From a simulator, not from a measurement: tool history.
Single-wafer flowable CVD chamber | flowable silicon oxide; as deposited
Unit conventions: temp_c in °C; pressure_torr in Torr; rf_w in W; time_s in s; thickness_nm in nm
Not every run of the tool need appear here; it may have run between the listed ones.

{"run": 1, "day": 0.0, "temp_c": 100, "pressure_torr": 0.722, "rf_w": 2635, "time_s": 532, "thickness_nm": 362.45}
{"run": 2, "day": 0.083, "temp_c": 105, "pressure_torr": 0.721, "rf_w": 2635, "time_s": 532, "thickness_nm": 300.22}
{"run": 3, "day": 0.271, "temp_c": 105, "pressure_torr": 0.721, "rf_w": 2635, "time_s": 532, "thickness_nm": 300.16}
{"run": 4, "day": 0.521, "temp_c": 108, "pressure_torr": 0.72, "rf_w": 2635, "time_s": 532, "thickness_nm": 268.65}
{"run": 5, "day": 0.754, "temp_c": 108, "pressure_torr": 0.72, "rf_w": 2445, "time_s": 532, "thickness_nm": 264.47}
{"run": 6, "day": 0.783, "temp_c": 111, "pressure_torr": 0.719, "rf_w": 2445, "time_s": 532, "thickness_nm": 236.54}
{"run": 7, "day": 1.108, "temp_c": 113, "pressure_torr": 0.719, "rf_w": 2445, "time_s": 532, "thickness_nm": 218.48}

What will run 8 give?
{"run": 8, "day": 1.408, "temp_c": 114, "pressure_torr": 0.719, "rf_w": 2445, "time_s": 532, "thickness_nm": "?"}

Run 8 gave thickness_nm 211.38 nm.
